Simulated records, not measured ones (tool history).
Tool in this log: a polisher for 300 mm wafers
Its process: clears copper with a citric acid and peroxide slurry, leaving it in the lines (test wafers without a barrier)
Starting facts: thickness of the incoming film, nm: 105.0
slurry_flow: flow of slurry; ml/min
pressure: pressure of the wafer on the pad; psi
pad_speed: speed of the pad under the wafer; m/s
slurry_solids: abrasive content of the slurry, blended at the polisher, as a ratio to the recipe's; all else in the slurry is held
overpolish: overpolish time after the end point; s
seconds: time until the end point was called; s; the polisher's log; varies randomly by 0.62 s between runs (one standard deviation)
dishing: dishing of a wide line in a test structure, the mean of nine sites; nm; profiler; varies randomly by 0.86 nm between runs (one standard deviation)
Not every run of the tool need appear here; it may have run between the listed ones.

{"run": 1, "hour": 0.0, "slurry_flow": 310, "pressure": 2, "pad_speed": 0.9, "slurry_solids": 1, "overpolish": 15, "seconds": 80.52, "dishing": 15.681}
{"run": 2, "hour": 8.9, "slurry_flow": 310, "pressure": 2, "pad_speed": 0.7, "slurry_solids": 1, "overpolish": 15, "seconds": 99.883, "dishing": 12.383}
{"run": 3, "hour": 9.5, "slurry_flow": 310, "pressure": 1.6, "pad_speed": 0.7, "slurry_solids": 1, "overpolish": 15, "seconds": 125.8, "dishing": 10.56}
{"run": 4, "hour": 11.2, "slurry_flow": 310, "pressure": 1.4, "pad_speed": 0.7, "slurry_solids": 1, "overpolish": 15, "seconds": 143.03, "dishing": 9.1308}
{"run": 5, "hour": 14.1, "slurry_flow": 310, "pressure": 1.4, "pad_speed": 0.6, "slurry_solids": 1, "overpolish": 15, "seconds": 164.7, "dishing": 7.7867}
{"run": 6, "hour": 19.2, "slurry_flow": 310, "pressure": 1.7, "pad_speed": 0.64, "slurry_solids": 1, "overpolish": 16, "seconds": 129.41, "dishing": 10.857}
{"run": 7, "hour": 22.0, "slurry_flow": 310, "pressure": 2, "pad_speed": 0.68, "slurry_solids": 1, "overpolish": 17, "seconds": 104.77, "dishing": 13.648}
{"run": 8, "hour": 28.7, "slurry_flow": 310, "pressure": 2.2, "pad_speed": 0.72, "slurry_solids": 1, "overpolish": 18, "seconds": 91.826, "dishing": 16.05}
{"run": 9, "hour": 34.8, "slurry_flow": 310, "pressure": 2.4, "pad_speed": 0.76, "slurry_solids": 1, "overpolish": 19, "seconds": 78.912, "dishing": 19.254}
{"run": 10, "hour": 41.0, "slurry_flow": 315, "pressure": 3, "pad_speed": 0.9, "slurry_solids": 1, "overpolish": 23, "seconds": 54.974, "dishing": 33.503}

Expected results for the next run?
{"run": 11, "hour": 44.7, "slurry_flow": 315, "pressure": 3, "pad_speed": 0.92, "slurry_solids": 1, "overpolish": 23, "seconds": "?", "dishing": "?"}

seconds: 54.179 s
dishing: 31.599 nm
